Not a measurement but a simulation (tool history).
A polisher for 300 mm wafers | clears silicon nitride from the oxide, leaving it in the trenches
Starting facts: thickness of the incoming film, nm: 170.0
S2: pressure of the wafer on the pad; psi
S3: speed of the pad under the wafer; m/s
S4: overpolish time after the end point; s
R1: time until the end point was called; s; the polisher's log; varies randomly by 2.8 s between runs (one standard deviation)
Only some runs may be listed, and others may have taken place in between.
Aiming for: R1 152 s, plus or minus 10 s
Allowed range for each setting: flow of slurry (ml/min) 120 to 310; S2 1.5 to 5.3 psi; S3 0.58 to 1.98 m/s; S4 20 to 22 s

Run 1, hour 0: flow of slurry (ml/min) 200, S2 3.4 psi, S3 1.28 m/s, S4 20 s. Result: R1 117.78 s.
Run 2, hour 4.1: flow of slurry (ml/min) 200, S2 3.2 psi, S3 1.28 m/s, S4 20 s. Result: R1 129.02 s.
Run 3, hour 13: flow of slurry (ml/min) 200, S2 3.1 psi, S3 1.28 m/s, S4 20 s. Result: R1 132.47 s.
Run 4, hour 22: flow of slurry (ml/min) 200, S2 3 psi, S3 1.28 m/s, S4 20 s. Result: R1 136.3 s.
Run 5, hour 28.8: flow of slurry (ml/min) 200, S2 3 psi, S3 1.52 m/s, S4 20 s. Result: R1 118.35 s.
At hour 32.8: head pressure recalibrated.
Run 6, hour 32.8: flow of slurry (ml/min) 240, S2 3 psi, S3 1.52 m/s, S4 20 s. Result: R1 101.72 s.
Run 7, hour 33.7: flow of slurry (ml/min) 185, S2 2.5 psi, S3 1.5 m/s, S4 20 s. Result: R1 132.45 s.
Run 8, hour 34.5: flow of slurry (ml/min) 180, S2 2.4 psi, S3 1.5 m/s, S4 20 s. Result: R1 136.94 s.

Which single option among these 5 for the next run brings every result within its allowed miss of target? Just one does.
Run A, hour 35.3: flow of slurry (ml/min) 210, S2 1.7 psi, S3 1.52 m/s, S4 20 s. Result: R1 ?.
Run B, hour 35.3: flow of slurry (ml/min) 245, S2 2.4 psi, S3 1.26 m/s, S4 22 s. Result: R1 ?.
Run C, hour 35.3: flow of slurry (ml/min) 155, S2 2.7 psi, S3 1.04 m/s, S4 20 s. Result: R1 ?.
Run D, hour 35.3: flow of slurry (ml/min) 180, S2 1.8 psi, S3 1.42 m/s, S4 20 s. Result: R1 ?.
Run E, hour 35.3: flow of slurry (ml/min) 180, S2 2 psi, S3 1.34 m/s, S4 22 s. Result: R1 ?.

move      R1
   A  176.66
   B   149.8
   C   171.1
   D  182.55
   E   174.7
A: the result that was furthest off in the last run now lies on the other side of its target
B: each result inside its tolerance
C: the result that was furthest off in the last run now lies on the other side of its target
D: the result that was furthest off in the last run now lies on the other side of its target
E: the result that was furthest off in the last run now lies on the other side of its target
Answer: B
